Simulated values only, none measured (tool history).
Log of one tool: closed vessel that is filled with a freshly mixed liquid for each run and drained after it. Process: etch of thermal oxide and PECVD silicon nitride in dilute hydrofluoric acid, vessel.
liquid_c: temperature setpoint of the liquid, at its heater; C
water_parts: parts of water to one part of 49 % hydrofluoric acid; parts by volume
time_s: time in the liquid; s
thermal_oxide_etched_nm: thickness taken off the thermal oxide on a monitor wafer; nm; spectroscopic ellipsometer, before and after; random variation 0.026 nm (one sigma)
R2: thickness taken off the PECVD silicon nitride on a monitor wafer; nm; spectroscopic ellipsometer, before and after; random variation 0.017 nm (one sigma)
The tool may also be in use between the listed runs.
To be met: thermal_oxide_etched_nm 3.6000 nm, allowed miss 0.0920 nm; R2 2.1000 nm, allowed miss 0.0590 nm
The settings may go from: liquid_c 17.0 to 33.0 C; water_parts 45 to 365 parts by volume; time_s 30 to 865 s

{"run": 1, "hour": 0.0, "liquid_c": 25.0, "water_parts": 205, "time_s": 440, "thermal_oxide_etched_nm": 9.4029, "R2": 6.1402}
{"run": 2, "hour": 5.1, "liquid_c": 23.0, "water_parts": 230, "time_s": 435, "thermal_oxide_etched_nm": 7.4497, "R2": 4.7788}
{"run": 3, "hour": 7.4, "liquid_c": 23.0, "water_parts": 265, "time_s": 435, "thermal_oxide_etched_nm": 6.2559, "R2": 4.1984}
{"run": 4, "hour": 16.0, "liquid_c": 23.0, "water_parts": 335, "time_s": 435, "thermal_oxide_etched_nm": 4.6832, "R2": 3.2814}
{"run": 5, "hour": 19.2, "liquid_c": 23.0, "water_parts": 300, "time_s": 435, "thermal_oxide_etched_nm": 5.3387, "R2": 3.7594}
{"run": 6, "hour": 26.6, "liquid_c": 23.0, "water_parts": 300, "time_s": 595, "thermal_oxide_etched_nm": 7.3348, "R2": 5.0175}
{"run": 7, "hour": 34.4, "liquid_c": 21.5, "water_parts": 305, "time_s": 555, "thermal_oxide_etched_nm": 6.3838, "R2": 4.2265}
{"run": 8, "hour": 38.9, "liquid_c": 20.5, "water_parts": 315, "time_s": 520, "thermal_oxide_etched_nm": 5.5075, "R2": 3.56}
{"run": 9, "hour": 42.5, "liquid_c": 19.5, "water_parts": 325, "time_s": 500, "thermal_oxide_etched_nm": 4.8558, "R2": 3.1628}
{"run": 10, "hour": 49.2, "liquid_c": 19.0, "water_parts": 325, "time_s": 475, "thermal_oxide_etched_nm": 4.5849, "R2": 2.9045}
{"run": 11, "hour": 57.0, "liquid_c": 18.5, "water_parts": 330, "time_s": 460, "thermal_oxide_etched_nm": 4.2174, "R2": 2.7124}
{"run": 12, "hour": 64.7, "liquid_c": 18.0, "water_parts": 330, "time_s": 445, "thermal_oxide_etched_nm": 4.0393, "R2": 2.5181}
{"run": 13, "hour": 71.4, "liquid_c": 18.0, "water_parts": 330, "time_s": 435, "thermal_oxide_etched_nm": 3.9489, "R2": 2.4327}

Which of these 5 next moves meets every target?
{"run": "A", "hour": 78.1, "liquid_c": 17.0, "water_parts": 230, "time_s": 260, "thermal_oxide_etched_nm": "?", "R2": "?"}
{"run": "B", "hour": 78.1, "liquid_c": 17.0, "water_parts": 240, "time_s": 295, "thermal_oxide_etched_nm": "?", "R2": "?"}
{"run": "C", "hour": 78.1, "liquid_c": 18.5, "water_parts": 255, "time_s": 265, "thermal_oxide_etched_nm": "?", "R2": "?"}
{"run": "D", "hour": 78.1, "liquid_c": 17.0, "water_parts": 305, "time_s": 370, "thermal_oxide_etched_nm": "?", "R2": "?"}
{"run": "E", "hour": 78.1, "liquid_c": 17.0, "water_parts": 310, "time_s": 355, "thermal_oxide_etched_nm": "?", "R2": "?"}

move=A thermal_oxide_etched_nm=3.5910 R2=1.9492
move=B thermal_oxide_etched_nm=3.8703 R2=2.1235
move=C thermal_oxide_etched_nm=3.4211 R2=1.9873
move=D thermal_oxide_etched_nm=3.6132 R2=2.1202
move=E thermal_oxide_etched_nm=3.3967 R2=2.0031
A: takes the result that was furthest off past its target
B: brings the result that was furthest off to its target, and leaves another outside
C: takes the result that was furthest off past its target
D: meets every target
E: takes the result that was furthest off past its target
The right move is D.

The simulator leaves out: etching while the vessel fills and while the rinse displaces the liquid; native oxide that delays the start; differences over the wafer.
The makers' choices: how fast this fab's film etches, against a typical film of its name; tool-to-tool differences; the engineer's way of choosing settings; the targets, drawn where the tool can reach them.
